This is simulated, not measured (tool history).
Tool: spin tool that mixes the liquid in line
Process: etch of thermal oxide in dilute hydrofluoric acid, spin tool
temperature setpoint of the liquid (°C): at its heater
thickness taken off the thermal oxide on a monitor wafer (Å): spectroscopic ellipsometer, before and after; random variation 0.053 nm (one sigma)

run,hour,temperature setpoint of the liquid (°C),parts of water to one part of 49 % hydrofluoric acid (parts by volume),time under the liquid (s),thickness taken off the thermal oxide on a monitor wafer (Å)
1,0,21,140,290,73.212
2,4.1,23.5,130,290,87.949
3,9.1,25,130,290,93.127
4,14.4,26,125,290,100.7
5,20.2,23,125,290,90.815
6,26.3,25,120,290,101.7
7,34.1,26,115,290,111.51
8,35.9,27,115,290,116.5

Forecast run 9:
9,44.9,27.5,115,290,?

thickness taken off the thermal oxide on a monitor wafer (Å): 118.04
